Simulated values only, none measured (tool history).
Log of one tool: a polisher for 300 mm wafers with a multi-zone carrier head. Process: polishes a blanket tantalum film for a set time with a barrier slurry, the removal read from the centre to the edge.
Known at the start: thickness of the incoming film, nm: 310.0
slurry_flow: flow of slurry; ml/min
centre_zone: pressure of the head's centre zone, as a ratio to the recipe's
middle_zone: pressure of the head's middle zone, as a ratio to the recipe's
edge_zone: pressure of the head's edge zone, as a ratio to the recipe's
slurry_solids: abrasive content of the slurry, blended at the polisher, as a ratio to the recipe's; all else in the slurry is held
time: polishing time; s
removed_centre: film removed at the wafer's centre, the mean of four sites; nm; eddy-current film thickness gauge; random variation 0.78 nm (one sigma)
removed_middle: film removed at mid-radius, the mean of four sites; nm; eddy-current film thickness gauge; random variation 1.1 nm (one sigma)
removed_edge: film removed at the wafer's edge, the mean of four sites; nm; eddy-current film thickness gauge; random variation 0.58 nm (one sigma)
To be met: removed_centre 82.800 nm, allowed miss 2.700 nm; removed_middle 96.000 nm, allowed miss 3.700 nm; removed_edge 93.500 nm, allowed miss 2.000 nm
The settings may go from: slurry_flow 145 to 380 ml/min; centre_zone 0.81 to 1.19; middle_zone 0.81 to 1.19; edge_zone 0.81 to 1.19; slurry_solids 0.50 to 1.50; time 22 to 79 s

run	hour	slurry_flow	centre_zone	middle_zone	edge_zone	slurry_solids	time	removed_centre	removed_middle	removed_edge
1	0.0	245	1.00	1.00	1.00	1.00	50	110.340	101.440	102.220
2	5.3	240	0.98	1.00	1.00	1.00	50	107.370	102.080	102.590
3	6.2	240	0.98	1.00	1.00	0.85	50	104.000	96.037	97.152
4	9.5	275	0.98	1.00	1.00	0.85	50	103.510	94.727	98.841
5	13.0	275	0.98	1.00	1.07	0.85	50	104.930	98.212	101.420
6	21.5	310	0.98	1.00	1.07	0.85	50	104.910	97.426	101.830
7	28.7	310	0.96	1.01	1.06	0.85	50	103.510	99.703	102.050
8	34.8	310	0.94	1.01	1.06	0.85	50	101.200	96.515	102.910
9	41.7	305	0.93	1.03	1.05	0.85	50	100.470	101.940	101.410
10	45.1	305	0.92	1.03	1.05	0.85	50	99.859	101.270	101.100

Which of these 5 next moves meets every target?
A	48.5	350	0.88	1.11	1.16	0.95	42	?	?	?
B	48.5	245	0.85	0.99	1.05	0.80	48	?	?	?
C	48.5	315	0.84	0.95	1.03	0.90	45	?	?	?
D	48.5	285	0.81	1.02	1.09	0.80	49	?	?	?
E	48.5	380	1.05	0.94	1.04	0.90	46	?	?	?

move	removed_centre	removed_middle	removed_edge
A	84.005	94.025	93.428
B	83.595	88.370	92.981
C	83.367	85.907	92.116
D	82.973	94.219	97.999
E	108.570	88.387	95.837
A: meets every target
B: brings the result that was furthest off to its target, and leaves another outside
C: brings the result that was furthest off to its target, and leaves another outside
D: brings the result that was furthest off to its target, and leaves another outside
E: further off than the last run
Answer: A
